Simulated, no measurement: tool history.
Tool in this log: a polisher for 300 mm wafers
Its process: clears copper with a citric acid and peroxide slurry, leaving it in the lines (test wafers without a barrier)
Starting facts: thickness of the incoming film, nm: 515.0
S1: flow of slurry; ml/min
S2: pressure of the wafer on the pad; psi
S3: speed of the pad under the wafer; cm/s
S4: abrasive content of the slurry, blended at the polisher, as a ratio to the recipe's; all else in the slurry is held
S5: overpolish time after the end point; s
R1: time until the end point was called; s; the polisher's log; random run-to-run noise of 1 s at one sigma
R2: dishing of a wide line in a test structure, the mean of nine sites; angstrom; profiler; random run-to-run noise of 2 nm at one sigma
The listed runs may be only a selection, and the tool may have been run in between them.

{"run": 1, "hour": 0.0, "S1": 310, "S2": 4.2, "S3": 118, "S4": 1, "S5": 28, "R1": 160.77, "R2": 604.31}
{"run": 2, "hour": 5.7, "S1": 310, "S2": 4.4, "S3": 118, "S4": 1, "S5": 28, "R1": 152.74, "R2": 602.11}
{"run": 3, "hour": 7.2, "S1": 270, "S2": 4.4, "S3": 118, "S4": 1, "S5": 28, "R1": 154.07, "R2": 591.57}
{"run": 4, "hour": 9.4, "S1": 270, "S2": 4.6, "S3": 118, "S4": 1, "S5": 28, "R1": 147.17, "R2": 625.35}
{"run": 5, "hour": 13.6, "S1": 270, "S2": 4.8, "S3": 118, "S4": 1, "S5": 28, "R1": 144.4, "R2": 677.01}
{"run": 6, "hour": 21.1, "S1": 270, "S2": 4, "S3": 118, "S4": 1, "S5": 28, "R1": 168.48, "R2": 593.7}
{"run": 7, "hour": 28.4, "S1": 270, "S2": 4.3, "S3": 118, "S4": 1, "S5": 28, "R1": 159.27, "R2": 586.73}
{"run": 8, "hour": 33.4, "S1": 270, "S2": 4.5, "S3": 118, "S4": 1, "S5": 28, "R1": 152.3, "R2": 623.86}
{"run": 9, "hour": 42.0, "S1": 270, "S2": 4.7, "S3": 118, "S4": 1, "S5": 28, "R1": 145.12, "R2": 643.52}
{"run": 10, "hour": 44.3, "S1": 270, "S2": 4.9, "S3": 118, "S4": 1, "S5": 28, "R1": 139.9, "R2": 655.9}

Predict the results of run 11:
{"run": 11, "hour": 52.1, "S1": 270, "S2": 5.1, "S3": 118, "S4": 1, "S5": 28, "R1": "?", "R2": "?"}

Run 11 yielded R1 134.58 s, R2 694.37 angstrom.

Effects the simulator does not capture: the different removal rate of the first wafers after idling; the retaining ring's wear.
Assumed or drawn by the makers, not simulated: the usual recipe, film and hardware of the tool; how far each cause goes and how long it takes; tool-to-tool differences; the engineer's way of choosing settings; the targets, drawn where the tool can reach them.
